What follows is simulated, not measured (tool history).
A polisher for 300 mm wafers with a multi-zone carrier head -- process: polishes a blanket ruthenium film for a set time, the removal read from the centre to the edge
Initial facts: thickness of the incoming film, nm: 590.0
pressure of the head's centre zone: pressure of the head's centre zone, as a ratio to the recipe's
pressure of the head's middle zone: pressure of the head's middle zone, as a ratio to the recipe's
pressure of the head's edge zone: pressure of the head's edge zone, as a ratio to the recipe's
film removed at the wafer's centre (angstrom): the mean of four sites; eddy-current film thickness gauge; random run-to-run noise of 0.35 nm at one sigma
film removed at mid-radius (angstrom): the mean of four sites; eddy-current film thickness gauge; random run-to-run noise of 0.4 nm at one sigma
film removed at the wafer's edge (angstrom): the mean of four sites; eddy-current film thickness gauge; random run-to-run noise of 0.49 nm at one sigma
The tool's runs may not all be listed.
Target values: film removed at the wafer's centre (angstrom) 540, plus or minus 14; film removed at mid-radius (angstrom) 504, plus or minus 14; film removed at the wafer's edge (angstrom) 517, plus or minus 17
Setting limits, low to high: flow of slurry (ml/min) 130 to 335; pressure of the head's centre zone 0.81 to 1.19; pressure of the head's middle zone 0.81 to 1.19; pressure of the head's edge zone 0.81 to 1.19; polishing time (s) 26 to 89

| run | hour | flow of slurry (ml/min) | pressure of the head's centre zone | pressure of the head's middle zone | pressure of the head's edge zone | polishing time (s) | film removed at the wafer's centre (angstrom) | film removed at mid-radius (angstrom) | film removed at the wafer's edge (angstrom) |
|---|---|---|---|---|---|---|---|---|---|
| 1 | 0 | 215 | 1 | 1 | 1 | 57 | 567.75 | 558.44 | 550.61 |
| 2 | 4.8 | 210 | 1 | 0.99 | 0.99 | 57 | 563.89 | 554.58 | 552.54 |
| 3 | 8.3 | 205 | 1 | 0.98 | 0.98 | 57 | 563.01 | 553.05 | 549.55 |
| 4 | 11.4 | 205 | 1 | 0.97 | 0.97 | 57 | 560.61 | 549.49 | 546.09 |
| 5 | 13.5 | 205 | 1 | 0.97 | 0.97 | 50 | 492.92 | 477.15 | 477.74 |
| 6 | 21.7 | 245 | 1 | 0.97 | 0.97 | 50 | 503.65 | 481.6 | 486.64 |
| 7 | 26.8 | 245 | 1 | 0.97 | 0.98 | 50 | 501.32 | 487.01 | 488.62 |
| 8 | 30.4 | 250 | 1 | 0.97 | 0.99 | 50 | 500.7 | 487.39 | 489.74 |
| 9 | 32.1 | 250 | 1.01 | 0.97 | 1 | 50 | 509.44 | 482.17 | 488.63 |
| 10 | 38.6 | 250 | 1.01 | 0.97 | 1.01 | 50 | 505.44 | 480.13 | 488.52 |

Pick the move, out of 4, that brings all results within their allowed miss; only one does.
| A | 45.1 | 230 | 1.15 | 1.11 | 0.98 | 50 | ? | ? | ? |
| B | 45.1 | 260 | 0.97 | 0.95 | 1.01 | 52 | ? | ? | ? |
| C | 45.1 | 255 | 1.17 | 1.03 | 0.97 | 48 | ? | ? | ? |
| D | 45.1 | 210 | 1.04 | 0.98 | 1.04 | 52 | ? | ? | ? |

| move | film removed at the wafer's centre (angstrom) | film removed at mid-radius (angstrom) | film removed at the wafer's edge (angstrom) |
|---|---|---|---|
| A | 576.31 | 529.79 | 476.09 |
| B | 509.85 | 495 | 506.98 |
| C | 567.77 | 484.24 | 458.02 |
| D | 536.82 | 497.9 | 507.64 |
A: takes the biggest miss from the last run beyond its target
B: closer than the last run, but not yet in spec
C: takes the biggest miss from the last run beyond its target
D: meets every target
Correct choice: D, which meets every target

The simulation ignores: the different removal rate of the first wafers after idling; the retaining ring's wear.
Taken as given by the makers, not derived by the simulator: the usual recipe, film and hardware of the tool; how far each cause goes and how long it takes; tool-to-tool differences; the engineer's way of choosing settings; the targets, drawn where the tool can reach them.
